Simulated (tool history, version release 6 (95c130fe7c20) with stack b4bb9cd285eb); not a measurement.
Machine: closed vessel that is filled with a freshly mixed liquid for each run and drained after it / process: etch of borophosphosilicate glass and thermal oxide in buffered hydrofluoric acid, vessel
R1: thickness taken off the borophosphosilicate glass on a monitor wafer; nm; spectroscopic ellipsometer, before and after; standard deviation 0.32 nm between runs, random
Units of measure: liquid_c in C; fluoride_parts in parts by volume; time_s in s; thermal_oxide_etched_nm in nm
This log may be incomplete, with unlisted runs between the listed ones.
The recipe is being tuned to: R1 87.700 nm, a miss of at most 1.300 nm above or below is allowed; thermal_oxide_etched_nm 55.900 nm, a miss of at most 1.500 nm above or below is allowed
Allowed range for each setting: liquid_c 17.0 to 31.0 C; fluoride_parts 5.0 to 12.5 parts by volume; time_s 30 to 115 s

{"run": 1, "day": 0.0, "liquid_c": 23.0, "fluoride_parts": 7.5, "time_s": 60, "R1": 126.48, "thermal_oxide_etched_nm": 81.699}
{"run": 2, "day": 0.367, "liquid_c": 21.5, "fluoride_parts": 7.5, "time_s": 60, "R1": 116.07, "thermal_oxide_etched_nm": 75.475}
{"run": 3, "day": 0.45, "liquid_c": 20.5, "fluoride_parts": 7.5, "time_s": 60, "R1": 109.95, "thermal_oxide_etched_nm": 70.826}
{"run": 4, "day": 0.65, "liquid_c": 18.0, "fluoride_parts": 7.5, "time_s": 60, "R1": 96.373, "thermal_oxide_etched_nm": 62.074}
{"run": 5, "day": 0.783, "liquid_c": 18.0, "fluoride_parts": 5.5, "time_s": 60, "R1": 127.66, "thermal_oxide_etched_nm": 82.304}
{"run": 6, "day": 1.15, "liquid_c": 18.0, "fluoride_parts": 6.0, "time_s": 60, "R1": 118.19, "thermal_oxide_etched_nm": 76.257}
{"run": 7, "day": 1.217, "liquid_c": 18.0, "fluoride_parts": 6.5, "time_s": 60, "R1": 110.41, "thermal_oxide_etched_nm": 70.867}
{"run": 8, "day": 1.4, "liquid_c": 18.0, "fluoride_parts": 7.0, "time_s": 60, "R1": 103.35, "thermal_oxide_etched_nm": 66.115}
{"run": 9, "day": 1.525, "liquid_c": 17.5, "fluoride_parts": 7.5, "time_s": 60, "R1": 93.361, "thermal_oxide_etched_nm": 60.578}
{"run": 10, "day": 1.604, "liquid_c": 17.0, "fluoride_parts": 7.5, "time_s": 60, "R1": 90.6, "thermal_oxide_etched_nm": 57.594}
{"run": 11, "day": 1.933, "liquid_c": 17.0, "fluoride_parts": 8.0, "time_s": 60, "R1": 84.287, "thermal_oxide_etched_nm": 54.285}

Next run, 4 choices. One meets every target within its allowed miss, the rest don't. Which?
{"run": "A", "day": 2.262, "liquid_c": 21.0, "fluoride_parts": 12.5, "time_s": 70, "R1": "?", "thermal_oxide_etched_nm": "?"}
{"run": "B", "day": 2.262, "liquid_c": 18.5, "fluoride_parts": 7.0, "time_s": 45, "R1": "?", "thermal_oxide_etched_nm": "?"}
{"run": "C", "day": 2.262, "liquid_c": 17.0, "fluoride_parts": 7.5, "time_s": 60, "R1": "?", "thermal_oxide_etched_nm": "?"}
{"run": "D", "day": 2.262, "liquid_c": 17.0, "fluoride_parts": 5.0, "time_s": 40, "R1": "?", "thermal_oxide_etched_nm": "?"}

move=A R1=81.253 thermal_oxide_etched_nm=52.517
move=B R1=79.842 thermal_oxide_etched_nm=51.190
move=C R1=90.761 thermal_oxide_etched_nm=58.179
move=D R1=87.899 thermal_oxide_etched_nm=55.759
A: its largest miss is bigger than the last run's
B: its largest miss is bigger than the last run's
C: the result that was furthest off in the last run now lies on the other side of its target
D: every result lands within tolerance
D is the move that brings every result within its allowed miss.

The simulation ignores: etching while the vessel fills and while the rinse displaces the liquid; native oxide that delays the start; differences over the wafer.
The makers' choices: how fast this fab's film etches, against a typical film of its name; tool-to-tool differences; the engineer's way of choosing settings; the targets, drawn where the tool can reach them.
